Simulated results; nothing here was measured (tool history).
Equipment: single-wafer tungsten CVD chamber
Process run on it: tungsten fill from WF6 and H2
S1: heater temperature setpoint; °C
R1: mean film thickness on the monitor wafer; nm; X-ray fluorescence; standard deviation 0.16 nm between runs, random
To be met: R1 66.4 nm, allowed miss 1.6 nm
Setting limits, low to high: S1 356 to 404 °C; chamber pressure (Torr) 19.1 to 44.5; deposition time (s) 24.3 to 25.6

Run 1, day 0: S1 380 °C, chamber pressure (Torr) 31.8, deposition time (s) 25.6. Result: R1 54.232 nm.
Run 2, day 0.225: S1 374 °C, chamber pressure (Torr) 31.8, deposition time (s) 25.6. Result: R1 48.408 nm.
Run 3, day 0.596: S1 379 °C, chamber pressure (Torr) 32, deposition time (s) 25.6. Result: R1 52.919 nm.
Run 4, day 0.858: S1 379 °C, chamber pressure (Torr) 32, deposition time (s) 25.6. Result: R1 53.338 nm.
Run 5, day 1.058: S1 379 °C, chamber pressure (Torr) 30, deposition time (s) 25.6. Result: R1 52.143 nm.
Run 6, day 1.092: S1 386 °C, chamber pressure (Torr) 30, deposition time (s) 25.6. Result: R1 58.956 nm.
Run 7, day 1.354: S1 388 °C, chamber pressure (Torr) 30.1, deposition time (s) 25.6. Result: R1 61.089 nm.
Run 8, day 1.575: S1 389 °C, chamber pressure (Torr) 30.2, deposition time (s) 25.6. Result: R1 62.003 nm.
Run 9, day 1.617: S1 390 °C, chamber pressure (Torr) 30.3, deposition time (s) 25.6. Result: R1 63.272 nm.
Run 10, day 1.762: S1 391 °C, chamber pressure (Torr) 30.3, deposition time (s) 25.6. Result: R1 64.353 nm.

Of the 4 settings listed for the next run, only one would bring every result within its allowed miss of target. Which one?
Run A, day 1.908: S1 390 °C, chamber pressure (Torr) 29.7, deposition time (s) 25.5. Result: R1 ?.
Run B, day 1.908: S1 393 °C, chamber pressure (Torr) 30.8, deposition time (s) 24.3. Result: R1 ?.
Run C, day 1.908: S1 388 °C, chamber pressure (Torr) 32.4, deposition time (s) 25.6. Result: R1 ?.
Run D, day 1.908: S1 391 °C, chamber pressure (Torr) 32.9, deposition time (s) 25.6. Result: R1 ?.

move      R1
   A  62.709
   B  63.579
   C  62.489
   D  66.134
A: further off than the last run
B: further off than the last run
C: further off than the last run
D: in spec on every target
The right move is D.
